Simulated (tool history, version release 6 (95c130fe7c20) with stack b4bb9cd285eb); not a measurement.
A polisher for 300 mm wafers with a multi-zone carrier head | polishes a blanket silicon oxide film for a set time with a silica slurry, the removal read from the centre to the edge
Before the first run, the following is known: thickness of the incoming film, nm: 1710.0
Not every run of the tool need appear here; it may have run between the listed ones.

run	hour	flow of slurry (ml/min)	pressure of the head's centre zone	pressure of the head's middle zone	pressure of the head's edge zone	abrasive content of the slurry	polishing time (s)	film removed at the wafer's centre (angstrom)	film removed at mid-radius (angstrom)	film removed at the wafer's edge (angstrom)
1	0.0	225	1.00	1.00	1.00	1.00	74	2315.4	2282.0	2374.4
2	0.7	225	1.00	1.00	1.00	0.90	74	2147.8	2103.6	2255.6
3	1.6	225	0.95	1.00	1.00	0.90	74	2103.6	2117.8	2188.5
4	10.0	220	0.94	0.98	0.99	0.85	73	1961.2	1931.9	2040.8
5	11.8	220	0.94	0.98	0.99	1.00	73	2237.0	2238.8	2381.4
6	17.8	170	0.94	0.98	0.99	1.00	73	2062.2	2058.3	2274.2
7	25.9	170	0.94	0.97	0.98	0.95	72	1960.5	1960.7	2171.5
8	33.5	175	0.94	0.96	0.97	0.90	71	1886.3	1869.6	2049.4
9	35.4	175	0.94	0.95	0.97	0.85	70	1762.1	1709.6	1903.2

Run 10 is up next; what results do you expect?
10	43.8	175	0.94	0.94	0.96	0.80	70	?	?	?

Run 10 measured film removed at the wafer's centre (angstrom) 1648.2, film removed at mid-radius (angstrom) 1618.3, film removed at the wafer's edge (angstrom) 1855.6.

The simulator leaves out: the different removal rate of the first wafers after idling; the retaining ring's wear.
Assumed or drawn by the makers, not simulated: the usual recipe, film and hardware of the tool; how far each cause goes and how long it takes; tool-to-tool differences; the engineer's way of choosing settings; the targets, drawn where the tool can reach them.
